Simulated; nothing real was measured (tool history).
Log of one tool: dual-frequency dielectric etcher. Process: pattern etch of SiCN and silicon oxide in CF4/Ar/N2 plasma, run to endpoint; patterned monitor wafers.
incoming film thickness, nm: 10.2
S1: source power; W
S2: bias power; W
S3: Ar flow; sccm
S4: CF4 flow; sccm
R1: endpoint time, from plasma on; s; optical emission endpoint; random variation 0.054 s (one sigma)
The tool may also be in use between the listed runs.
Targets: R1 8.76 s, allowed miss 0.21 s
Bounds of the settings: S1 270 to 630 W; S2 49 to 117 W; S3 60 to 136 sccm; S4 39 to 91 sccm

{"run": 1, "day": 0.0, "S1": 450, "S2": 83, "S3": 98, "S4": 65, "R1": 11.973}
{"run": 2, "day": 0.292, "S1": 470, "S2": 84, "S3": 98, "S4": 65, "R1": 11.556}
{"run": 3, "day": 0.375, "S1": 470, "S2": 84, "S3": 98, "S4": 77, "R1": 11.16}
{"run": 4, "day": 0.517, "S1": 470, "S2": 84, "S3": 98, "S4": 88, "R1": 11.17}
{"run": 5, "day": 0.792, "S1": 490, "S2": 84, "S3": 98, "S4": 88, "R1": 10.614}
{"run": 6, "day": 1.129, "S1": 490, "S2": 84, "S3": 90, "S4": 88, "R1": 10.463}
{"run": 7, "day": 1.312, "S1": 500, "S2": 84, "S3": 90, "S4": 88, "R1": 10.193}
{"run": 8, "day": 1.504, "S1": 510, "S2": 84, "S3": 90, "S4": 88, "R1": 10.039}
{"run": 9, "day": 1.658, "S1": 590, "S2": 86, "S3": 89, "S4": 88, "R1": 8.4065}
{"run": 10, "day": 1.817, "S1": 590, "S2": 86, "S3": 89, "S4": 88, "R1": 8.4244}

Which of these 5 next moves meets every target?
{"run": "A", "day": 1.975, "S1": 590, "S2": 90, "S3": 81, "S4": 82, "R1": "?"}
{"run": "B", "day": 1.975, "S1": 630, "S2": 79, "S3": 86, "S4": 91, "R1": "?"}
{"run": "C", "day": 1.975, "S1": 580, "S2": 83, "S3": 94, "S4": 86, "R1": "?"}
{"run": "D", "day": 1.975, "S1": 560, "S2": 95, "S3": 60, "S4": 91, "R1": "?"}
{"run": "E", "day": 1.975, "S1": 630, "S2": 77, "S3": 88, "S4": 91, "R1": "?"}

move=A R1=8.2808
move=B R1=8.1287
move=C R1=8.8566
move=D R1=8.1837
move=E R1=8.2412
A: further off than the last run
B: further off than the last run
C: meets every target
D: further off than the last run
E: further off than the last run
The right move is C.

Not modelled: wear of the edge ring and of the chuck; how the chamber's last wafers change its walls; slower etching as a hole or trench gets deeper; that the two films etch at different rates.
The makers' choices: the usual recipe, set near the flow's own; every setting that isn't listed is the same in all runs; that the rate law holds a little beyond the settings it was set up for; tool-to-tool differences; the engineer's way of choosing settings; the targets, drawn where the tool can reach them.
